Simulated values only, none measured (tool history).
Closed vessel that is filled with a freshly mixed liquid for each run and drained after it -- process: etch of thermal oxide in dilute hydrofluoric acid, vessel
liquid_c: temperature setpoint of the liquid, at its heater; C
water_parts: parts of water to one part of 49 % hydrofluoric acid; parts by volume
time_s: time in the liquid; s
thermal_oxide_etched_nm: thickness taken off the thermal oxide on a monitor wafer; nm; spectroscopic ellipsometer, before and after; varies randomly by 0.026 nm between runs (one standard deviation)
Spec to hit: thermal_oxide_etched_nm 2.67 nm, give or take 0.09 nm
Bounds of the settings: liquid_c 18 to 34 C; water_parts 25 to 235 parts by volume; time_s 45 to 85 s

run,hour,liquid_c,water_parts,time_s,thermal_oxide_etched_nm
1,0,26,130,85,3.3687
2,9.3,24.5,130,85,3.165
3,14.7,24.5,130,45,1.717
4,22.7,24.5,100,45,2.2837
5,26.2,25,100,45,2.348
6,30.1,25,125,45,1.8119
7,39.2,26.5,125,45,1.923
8,42.3,26,110,45,2.2393
9,51.3,26,110,45,2.1731
10,58.3,26.5,100,45,2.4307
11,65.5,27,100,45,2.5347

Which one of the following 4 next-run settings gets every result inside its allowed miss? There is exactly one.
A,72.7,28,100,45,?
B,72.7,27.5,105,45,?
C,72.7,30.5,115,45,?
D,72.7,28,90,45,?

move,thermal_oxide_etched_nm
A,2.6677
B,2.476
C,2.4959
D,3.0047
A: each result inside its tolerance
B: the biggest miss grows against the last run
C: the biggest miss grows against the last run
D: moves the result that the last run missed by most past its target, out the other side
Answer: A

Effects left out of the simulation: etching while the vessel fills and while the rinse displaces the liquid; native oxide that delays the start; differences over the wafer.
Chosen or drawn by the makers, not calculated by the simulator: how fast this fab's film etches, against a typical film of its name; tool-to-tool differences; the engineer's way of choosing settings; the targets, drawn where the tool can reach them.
